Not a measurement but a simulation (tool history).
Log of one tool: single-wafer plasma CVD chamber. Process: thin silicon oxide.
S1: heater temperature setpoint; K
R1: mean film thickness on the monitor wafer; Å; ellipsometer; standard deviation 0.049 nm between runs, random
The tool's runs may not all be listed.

{"run": 1, "hour": 0.0, "S1": 658.15, "chamber pressure (mTorr)": 610, "RF power (W)": 340, "deposition time (s)": 4.52, "R1": 73.322}
{"run": 2, "hour": 2.5, "S1": 658.15, "chamber pressure (mTorr)": 621, "RF power (W)": 340, "deposition time (s)": 4.52, "R1": 73.635}
{"run": 3, "hour": 8.7, "S1": 648.15, "chamber pressure (mTorr)": 621, "RF power (W)": 340, "deposition time (s)": 4.52, "R1": 74.233}
{"run": 4, "hour": 15.5, "S1": 648.15, "chamber pressure (mTorr)": 631, "RF power (W)": 340, "deposition time (s)": 4.52, "R1": 76.304}
{"run": 5, "hour": 16.2, "S1": 648.15, "chamber pressure (mTorr)": 631, "RF power (W)": 340, "deposition time (s)": 4.65, "R1": 78.637}
{"run": 6, "hour": 24.4, "S1": 644.15, "chamber pressure (mTorr)": 631, "RF power (W)": 340, "deposition time (s)": 4.65, "R1": 79.227}
{"run": 7, "hour": 25.2, "S1": 644.15, "chamber pressure (mTorr)": 636, "RF power (W)": 340, "deposition time (s)": 4.65, "R1": 79.828}

Run 8 has not been measured yet. What should we expect?
{"run": 8, "hour": 32.1, "S1": 644.15, "chamber pressure (mTorr)": 640, "RF power (W)": 340, "deposition time (s)": 4.65, "R1": "?"}

Run 8 yielded R1 79.954 Å.

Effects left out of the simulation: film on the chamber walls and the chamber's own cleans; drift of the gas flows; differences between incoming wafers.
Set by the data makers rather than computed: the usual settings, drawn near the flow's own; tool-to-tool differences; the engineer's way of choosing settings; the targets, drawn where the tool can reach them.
